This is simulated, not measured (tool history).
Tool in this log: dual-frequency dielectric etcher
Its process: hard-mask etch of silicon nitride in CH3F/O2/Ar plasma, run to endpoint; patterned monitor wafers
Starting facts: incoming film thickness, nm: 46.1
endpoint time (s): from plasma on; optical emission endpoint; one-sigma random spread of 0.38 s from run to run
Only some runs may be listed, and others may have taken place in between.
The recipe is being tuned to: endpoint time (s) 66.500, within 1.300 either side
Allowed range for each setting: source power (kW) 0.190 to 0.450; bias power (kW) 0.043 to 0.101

run,hour,source power (kW),bias power (kW),endpoint time (s)
1,0.0,0.320,0.072,73.730
2,2.2,0.320,0.085,69.832
3,6.2,0.320,0.072,74.347
4,7.3,0.290,0.072,76.645
5,10.6,0.260,0.072,80.580
6,13.7,0.290,0.073,76.427
7,15.8,0.310,0.074,74.637
8,17.3,0.330,0.075,72.331
9,22.9,0.340,0.076,70.621
10,26.2,0.340,0.076,70.685
11,27.8,0.350,0.076,69.294
12,34.7,0.350,0.076,69.842
13,38.0,0.360,0.076,69.452
14,44.1,0.370,0.076,68.407

Consider the 4 candidate settings below. Which is the only one whose results all fall within their allowed miss of target?
A,50.2,0.340,0.090,?
B,50.2,0.420,0.081,?
C,50.2,0.360,0.093,?
D,50.2,0.350,0.074,?

move,endpoint time (s)
A,67.237
B,63.874
C,64.930
D,70.966
A: every result within its allowed miss
B: pushes the last run's worst result past its target
C: pushes the last run's worst result past its target
D: the biggest miss grows against the last run
Go with A: it meets all targets.

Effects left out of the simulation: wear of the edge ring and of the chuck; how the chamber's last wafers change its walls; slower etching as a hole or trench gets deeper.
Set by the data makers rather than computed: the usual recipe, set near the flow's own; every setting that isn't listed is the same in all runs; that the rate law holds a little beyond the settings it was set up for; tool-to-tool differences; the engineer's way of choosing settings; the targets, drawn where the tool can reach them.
